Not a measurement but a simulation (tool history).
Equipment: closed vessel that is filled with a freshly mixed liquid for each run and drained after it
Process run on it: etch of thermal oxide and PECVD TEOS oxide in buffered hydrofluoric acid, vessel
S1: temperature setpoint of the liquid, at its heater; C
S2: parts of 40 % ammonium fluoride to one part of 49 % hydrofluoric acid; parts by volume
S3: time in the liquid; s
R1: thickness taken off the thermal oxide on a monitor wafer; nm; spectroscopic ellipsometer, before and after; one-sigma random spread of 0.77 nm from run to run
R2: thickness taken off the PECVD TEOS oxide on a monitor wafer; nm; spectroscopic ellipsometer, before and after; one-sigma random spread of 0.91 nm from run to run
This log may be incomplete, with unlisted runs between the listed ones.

{"run": 1, "hour": 0.0, "S1": 22, "S2": 12.5, "S3": 75, "R1": 54.461, "R2": 73.75}
{"run": 2, "hour": 3.3, "S1": 25, "S2": 12.5, "S3": 75, "R1": 64.125, "R2": 84.523}
{"run": 3, "hour": 8.8, "S1": 25, "S2": 11.0, "S3": 75, "R1": 73.192, "R2": 97.754}
{"run": 4, "hour": 11.1, "S1": 28, "S2": 11.0, "S3": 75, "R1": 86.26, "R2": 113.04}
{"run": 5, "hour": 18.3, "S1": 28, "S2": 8.0, "S3": 75, "R1": 112.97, "R2": 153.33}
{"run": 6, "hour": 23.5, "S1": 28, "S2": 8.0, "S3": 45, "R1": 68.783, "R2": 92.481}

The next listed run, before its measurement:
{"run": 7, "hour": 30.3, "S1": 28, "S2": 8.0, "S3": 45, "R1": "?", "R2": "?"}

Run 7 measured R1 68.859 nm, R2 90.597 nm.
